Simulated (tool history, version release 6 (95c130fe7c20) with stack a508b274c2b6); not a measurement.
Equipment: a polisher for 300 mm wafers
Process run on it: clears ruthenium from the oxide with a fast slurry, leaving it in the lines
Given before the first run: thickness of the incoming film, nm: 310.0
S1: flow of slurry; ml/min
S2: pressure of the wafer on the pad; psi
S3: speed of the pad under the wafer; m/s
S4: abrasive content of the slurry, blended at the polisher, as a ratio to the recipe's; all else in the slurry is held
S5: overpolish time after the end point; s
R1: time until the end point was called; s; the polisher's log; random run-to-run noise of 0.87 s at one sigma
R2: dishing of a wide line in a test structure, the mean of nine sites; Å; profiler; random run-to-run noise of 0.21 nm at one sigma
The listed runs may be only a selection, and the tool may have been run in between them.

| run | hour | S1 | S2 | S3 | S4 | S5 | R1 | R2 |
|---|---|---|---|---|---|---|---|---|
| 1 | 0 | 265 | 2.3 | 1.24 | 1 | 12 | 80.713 | 343.54 |
| 2 | 6.5 | 300 | 2.3 | 1.24 | 1 | 12 | 79.202 | 351.2 |
| 3 | 12 | 260 | 2.3 | 1.24 | 1 | 12 | 80.124 | 346.5 |
| 4 | 14.8 | 260 | 2.3 | 1.24 | 0.85 | 12 | 86.82 | 323.06 |
| 5 | 18.9 | 265 | 2.2 | 1.24 | 0.85 | 11 | 91.328 | 286.81 |
| 6 | 27.3 | 265 | 2.2 | 1.24 | 1 | 11 | 84.776 | 310.06 |

Expected results for the next run?
| 7 | 34.5 | 270 | 2.2 | 1.24 | 1 | 10 | ? | ? |

Run 7 produced R1 84.262 s, R2 277.61 Å.
